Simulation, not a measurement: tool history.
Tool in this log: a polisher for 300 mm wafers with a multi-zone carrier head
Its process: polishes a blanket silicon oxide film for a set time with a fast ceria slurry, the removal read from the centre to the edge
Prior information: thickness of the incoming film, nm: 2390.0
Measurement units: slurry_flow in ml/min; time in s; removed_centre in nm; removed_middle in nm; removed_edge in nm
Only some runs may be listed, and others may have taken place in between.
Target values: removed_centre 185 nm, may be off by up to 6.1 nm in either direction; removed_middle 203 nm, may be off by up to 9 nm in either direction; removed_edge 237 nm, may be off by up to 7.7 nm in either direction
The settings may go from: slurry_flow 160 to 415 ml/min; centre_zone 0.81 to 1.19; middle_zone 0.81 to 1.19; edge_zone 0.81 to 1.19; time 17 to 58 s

run	day	slurry_flow	centre_zone	middle_zone	edge_zone	time	removed_centre	removed_middle	removed_edge
1	0	265	1	1	1	37	387.34	383.55	379.59
2	0.292	265	1	1.05	1	37	391.66	403.26	386.46
3	0.646	245	0.94	0.99	1.04	31	296.01	316.88	321.99
4	0.867	230	0.9	0.94	1.05	28	253.59	275.34	295.46
5	1.121	230	0.9	0.94	0.97	28	260.55	274.37	282.04
6	1.396	230	0.9	0.94	0.97	31	285.81	306.38	311.49
7	1.567	220	0.87	0.9	0.99	28	250.05	258.9	287.48
8	1.629	210	0.85	0.89	1	26	224.09	244.21	266.31
9	1.854	200	0.84	0.87	1.01	25	209.34	225.45	256.23
10	1.912	190	0.83	0.86	1.01	24	195.76	212.44	240.17
11	2.092	180	0.82	0.85	1.02	24	193.37	207.11	239.43
12	2.129	175	0.82	0.85	1.03	24	191.89	205.09	241.59
13	2.396	170	0.82	0.85	1.03	24	192.94	201.62	238.66
14	2.45	175	0.82	0.86	1.04	24	193.36	210.35	241.68
15	2.479	175	0.82	0.86	1.05	24	189.73	209.69	242.43
16	2.696	170	0.82	0.86	1.05	24	194.89	203.13	242.03
17	2.725	180	0.82	0.85	1.04	24	191.72	203.91	244.22
18	3.033	175	0.82	0.86	1.04	24	193.5	207.92	241.97
19	3.138	175	0.82	0.86	1.05	24	192.01	210.6	245.26
20	3.171	170	0.82	0.86	1.05	24	192.02	209.01	246.18

Consider the 4 candidate settings below. Which is the only one whose results all fall within their allowed miss of target?
A	3.204	205	0.83	0.83	1.14	24	?	?	?
B	3.204	160	0.84	0.81	1.15	25	?	?	?
C	3.204	160	0.88	0.82	1.17	24	?	?	?
D	3.204	160	0.81	0.86	1.01	24	?	?	?

move	removed_centre	removed_middle	removed_edge
A	205.55	210.25	253.32
B	205.26	204.59	255.63
C	206.29	198.33	246.99
D	190.19	206.34	233.93
A: the biggest miss grows against the last run
B: the biggest miss grows against the last run
C: the biggest miss grows against the last run
D: meets every target
The right move is D.
